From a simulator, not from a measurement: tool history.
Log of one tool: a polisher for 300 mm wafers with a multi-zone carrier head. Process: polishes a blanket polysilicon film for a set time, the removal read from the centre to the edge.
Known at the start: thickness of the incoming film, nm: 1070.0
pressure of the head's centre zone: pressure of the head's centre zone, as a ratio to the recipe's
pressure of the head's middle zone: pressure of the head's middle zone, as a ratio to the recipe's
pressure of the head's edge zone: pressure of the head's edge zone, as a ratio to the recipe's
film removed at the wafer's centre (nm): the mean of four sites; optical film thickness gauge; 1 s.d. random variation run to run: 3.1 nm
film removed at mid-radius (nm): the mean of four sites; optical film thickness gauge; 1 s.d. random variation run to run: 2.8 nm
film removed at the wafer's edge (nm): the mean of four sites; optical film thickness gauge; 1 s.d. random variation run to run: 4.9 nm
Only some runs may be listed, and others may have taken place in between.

| run | hour | flow of slurry (ml/min) | pressure of the head's centre zone | pressure of the head's middle zone | pressure of the head's edge zone | polishing time (s) | film removed at the wafer's centre (nm) | film removed at mid-radius (nm) | film removed at the wafer's edge (nm) |
|---|---|---|---|---|---|---|---|---|---|
| 1 | 0.0 | 210 | 1.00 | 1.00 | 1.00 | 36 | 338.23 | 331.64 | 329.87 |
| 2 | 7.5 | 210 | 1.00 | 1.00 | 1.00 | 39 | 362.41 | 363.70 | 360.04 |
| 3 | 15.0 | 220 | 1.01 | 1.02 | 1.03 | 40 | 382.01 | 376.63 | 378.77 |
| 4 | 16.6 | 230 | 1.01 | 1.04 | 1.04 | 40 | 380.52 | 385.49 | 377.78 |
| 5 | 22.8 | 230 | 0.94 | 1.04 | 1.04 | 40 | 359.85 | 387.55 | 369.20 |
| 6 | 25.9 | 235 | 0.96 | 1.06 | 1.06 | 41 | 370.92 | 401.43 | 388.99 |
| 7 | 27.0 | 245 | 0.98 | 1.08 | 1.07 | 41 | 386.20 | 411.24 | 394.39 |

Run 8 comes next. What will it give?
| 8 | 30.1 | 250 | 0.99 | 1.10 | 1.09 | 41 | ? | ? | ? |

{"run 8": {"film removed at the wafer's centre (nm)": 388.24, "film removed at mid-radius (nm)": 414.91, "film removed at the wafer's edge (nm)": 396.36}}

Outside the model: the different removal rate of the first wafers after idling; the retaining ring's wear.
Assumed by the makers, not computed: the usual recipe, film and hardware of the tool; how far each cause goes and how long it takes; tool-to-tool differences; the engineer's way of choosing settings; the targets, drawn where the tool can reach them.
